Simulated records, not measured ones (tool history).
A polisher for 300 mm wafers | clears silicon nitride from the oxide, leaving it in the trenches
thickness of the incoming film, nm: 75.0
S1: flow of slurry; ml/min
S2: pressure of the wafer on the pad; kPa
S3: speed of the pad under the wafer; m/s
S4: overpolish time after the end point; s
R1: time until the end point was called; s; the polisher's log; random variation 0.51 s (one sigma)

run  hour   S1    S2    S3  S4       R1
  1   0.0  140  19.3  0.82  12  102.030
  2   1.7  145  20.7  0.82  12   94.621
  3   9.0  145  20.7  0.82  12   92.433
  4  11.4  150  21.4  0.82  12   91.157
  5  16.0  175  21.4  0.82  12   88.954
  6  17.1  200  21.4  0.82  12   87.566

The next listed run, before its measurement:
  7  22.5  200  22.1  0.82  12   ?

R1: 84.909 s
